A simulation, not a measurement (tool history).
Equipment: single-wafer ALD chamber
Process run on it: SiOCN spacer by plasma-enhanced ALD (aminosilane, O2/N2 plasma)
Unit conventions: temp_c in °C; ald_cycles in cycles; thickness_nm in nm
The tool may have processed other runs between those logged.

run 1 hour=0.0 | temp_c=410 ald_cycles=112 | thickness_nm=6.4627
run 2 hour=7.0 | temp_c=410 ald_cycles=122 | thickness_nm=6.9995
run 3 hour=11.4 | temp_c=409 ald_cycles=123 | thickness_nm=7.0753
run 4 hour=16.5 | temp_c=416 ald_cycles=123 | thickness_nm=7.0038
run 5 hour=21.8 | temp_c=416 ald_cycles=108 | thickness_nm=6.0952
run 6 hour=27.7 | temp_c=415 ald_cycles=111 | thickness_nm=6.2884

Forecast run 7:
run 7 hour=36.8 | temp_c=415 ald_cycles=111 | thickness_nm=?

thickness_nm: 6.2619 nm
